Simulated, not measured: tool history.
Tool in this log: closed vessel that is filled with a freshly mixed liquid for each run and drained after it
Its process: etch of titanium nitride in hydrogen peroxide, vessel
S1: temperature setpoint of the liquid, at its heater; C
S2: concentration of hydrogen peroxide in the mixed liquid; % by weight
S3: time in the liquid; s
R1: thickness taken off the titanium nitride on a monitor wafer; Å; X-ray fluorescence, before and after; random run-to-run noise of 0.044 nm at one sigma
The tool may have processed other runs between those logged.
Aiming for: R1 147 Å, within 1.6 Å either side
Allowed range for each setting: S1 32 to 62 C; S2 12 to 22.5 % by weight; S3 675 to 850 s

run	hour	S1	S2	S3	R1
1	0	46	15.5	850	233.49
2	7.8	46	15.5	850	232.47
3	11	46	15.5	850	234
4	14.2	45	15.5	850	218.45
5	17.9	44	15.5	850	201.58
6	25.2	43	15.5	850	187.07
7	29.7	42.5	15.5	850	180.4
8	34	39	15.5	850	137.97
9	43.6	39.5	15.5	850	142.36

4 next moves are on the table. One of them brings every result within its allowed miss. Which?
A	53.2	42	15.5	700	?
B	53.2	41.5	13	800	?
C	53.2	42.5	13.5	700	?
D	53.2	41	16.5	770	?

move	R1
A	142.72
B	151.33
C	144
D	147.41
A: better than the last run, though not everything is in spec
B: takes the result that was furthest off past its target
C: better than the last run, though not everything is in spec
D: each result inside its tolerance
D meets every target.
